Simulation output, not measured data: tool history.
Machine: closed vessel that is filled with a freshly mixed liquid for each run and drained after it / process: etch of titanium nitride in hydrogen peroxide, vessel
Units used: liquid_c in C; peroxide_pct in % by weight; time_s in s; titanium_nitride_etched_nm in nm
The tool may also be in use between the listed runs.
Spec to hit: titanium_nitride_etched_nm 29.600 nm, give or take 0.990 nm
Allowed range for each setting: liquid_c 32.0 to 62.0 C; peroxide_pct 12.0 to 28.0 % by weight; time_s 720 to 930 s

run	hour	liquid_c	peroxide_pct	time_s	titanium_nitride_etched_nm
1	0.0	46.0	19.0	930	20.594
2	8.8	46.0	19.0	720	15.989
3	14.4	46.0	17.5	720	15.751
4	17.3	47.0	17.5	720	16.894
5	18.2	44.5	17.5	720	14.265
6	24.8	46.0	17.5	720	16.053
7	28.7	47.0	17.5	720	16.992
8	36.9	47.0	17.5	720	17.018

Below are 5 possible settings for the next run. Only one of them brings all results inside the allowed miss of their targets. Which is it?
A	45.1	48.0	16.5	915	?
B	45.1	48.5	22.0	930	?
C	45.1	48.5	20.0	870	?
D	45.1	44.5	12.0	765	?
E	45.1	51.5	14.5	930	?

move	titanium_nitride_etched_nm
A	22.841
B	25.605
C	23.467
D	13.789
E	29.101
A: nearer the targets than the last run, but a result is still out of spec
B: nearer the targets than the last run, but a result is still out of spec
C: nearer the targets than the last run, but a result is still out of spec
D: the biggest miss grows against the last run
E: meets every target
So the answer is move E, the one that meets all the targets.
